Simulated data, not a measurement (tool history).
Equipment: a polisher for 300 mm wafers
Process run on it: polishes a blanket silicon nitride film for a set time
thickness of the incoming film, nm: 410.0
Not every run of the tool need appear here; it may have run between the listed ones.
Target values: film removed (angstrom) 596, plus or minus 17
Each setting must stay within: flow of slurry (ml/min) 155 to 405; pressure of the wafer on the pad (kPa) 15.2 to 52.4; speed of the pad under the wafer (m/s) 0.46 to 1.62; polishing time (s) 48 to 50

run,hour,flow of slurry (ml/min),pressure of the wafer on the pad (kPa),speed of the pad under the wafer (m/s),polishing time (s),film removed (angstrom)
1,0,260,33.8,1.04,48,967.67
2,0.7,260,33.8,0.94,48,883.73
3,7.5,260,29.6,0.94,48,793.29
4,15,260,29.6,1.06,48,867.16
5,17,260,25.5,1.06,48,744.83
6,20.5,260,25.5,0.96,48,690.74
7,28.6,260,24.1,0.96,48,650.01
8,33.1,260,23.4,0.96,48,641.59
9,35.7,260,22.8,0.96,48,619.28

Exactly one of the 5 candidate moves below puts every result within its allowed miss. Which one?
A,38.3,275,23.4,0.98,48,?
B,38.3,255,23.4,0.92,49,?
C,38.3,205,19.3,1.18,50,?
D,38.3,245,16.5,1.26,50,?
E,38.3,280,25.5,0.84,49,?

move,film removed (angstrom)
A,647.73
B,624.79
C,634.26
D,587.09
E,634.79
A: misses by more than the last run did
B: misses by more than the last run did
C: misses by more than the last run did
D: hits every target within its allowed miss
E: misses by more than the last run did
The right move is D.

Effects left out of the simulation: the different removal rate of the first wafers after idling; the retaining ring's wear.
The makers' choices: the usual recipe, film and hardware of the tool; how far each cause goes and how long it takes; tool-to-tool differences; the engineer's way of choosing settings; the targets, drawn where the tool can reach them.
